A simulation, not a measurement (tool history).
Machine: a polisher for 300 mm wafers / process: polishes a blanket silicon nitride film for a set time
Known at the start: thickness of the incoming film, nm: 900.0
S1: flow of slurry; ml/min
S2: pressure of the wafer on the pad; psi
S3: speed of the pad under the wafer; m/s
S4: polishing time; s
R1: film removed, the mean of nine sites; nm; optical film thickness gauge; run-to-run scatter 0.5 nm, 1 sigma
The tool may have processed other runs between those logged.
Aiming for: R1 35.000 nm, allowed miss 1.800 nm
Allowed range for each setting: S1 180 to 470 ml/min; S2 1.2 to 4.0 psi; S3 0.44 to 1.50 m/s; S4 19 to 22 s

run,hour,S1,S2,S3,S4,R1
1,0.0,300,2.6,0.96,22,23.735
2,5.0,300,2.6,0.82,22,20.344
3,10.6,300,2.8,0.82,22,22.310
4,15.9,265,2.8,0.82,22,21.710
5,17.8,265,3.0,0.82,22,23.695
6,23.6,265,3.0,0.82,19,20.454
7,26.6,265,3.2,0.84,19,22.376
8,33.7,265,3.3,0.88,19,24.150
9,34.6,265,4.0,1.02,19,32.531
10,42.2,265,4.0,1.04,19,32.876

Below are 5 possible settings for the next run. Only one of them brings all results inside the allowed miss of their targets. Which is it?
A,49.8,280,3.6,1.00,19,?
B,49.8,250,3.8,1.12,20,?
C,49.8,250,3.1,1.22,19,?
D,49.8,265,3.9,0.96,19,?
E,49.8,265,3.8,0.98,19,?

move,R1
A,29.178
B,34.996
C,29.178
D,30.356
E,30.085
A: further off than the last run
B: in spec on every target
C: further off than the last run
D: further off than the last run
E: further off than the last run
B meets every target.
